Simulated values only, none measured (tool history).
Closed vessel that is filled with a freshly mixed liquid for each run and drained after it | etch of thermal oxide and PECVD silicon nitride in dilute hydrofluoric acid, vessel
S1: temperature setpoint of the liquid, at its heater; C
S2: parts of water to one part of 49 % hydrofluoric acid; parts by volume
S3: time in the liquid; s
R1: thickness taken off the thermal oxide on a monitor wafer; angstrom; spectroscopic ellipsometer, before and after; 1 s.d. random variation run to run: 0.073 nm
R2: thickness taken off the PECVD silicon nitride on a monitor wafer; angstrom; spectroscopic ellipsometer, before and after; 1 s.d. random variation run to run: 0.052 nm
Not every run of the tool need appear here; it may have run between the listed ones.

run 1 hour=0 | S1=24 S2=290 S3=535 | R1=67.849 R2=46.645
run 2 hour=5.6 | S1=24 S2=290 S3=700 | R1=88.942 R2=60.861
run 3 hour=8.1 | S1=24 S2=235 S3=700 | R1=115.59 R2=74.179
run 4 hour=17 | S1=24 S2=325 S3=700 | R1=76.464 R2=54.221
run 5 hour=26.3 | S1=24 S2=265 S3=675 | R1=95.434 R2=63.856
run 6 hour=33.3 | S1=24 S2=195 S3=675 | R1=140.64 R2=86.687
run 7 hour=36 | S1=24 S2=90 S3=595 | R1=303.02 R2=163.98
run 8 hour=38 | S1=22 S2=160 S3=685 | R1=166.67 R2=93.581
run 9 hour=39 | S1=22.5 S2=155 S3=675 | R1=174.54 R2=98.645

The next listed run, before its measurement:
run 10 hour=42.3 | S1=22.5 S2=150 S3=665 | R1=? R2=?

{"run 10": {"R1": 176.47, "R2": 99.973}}
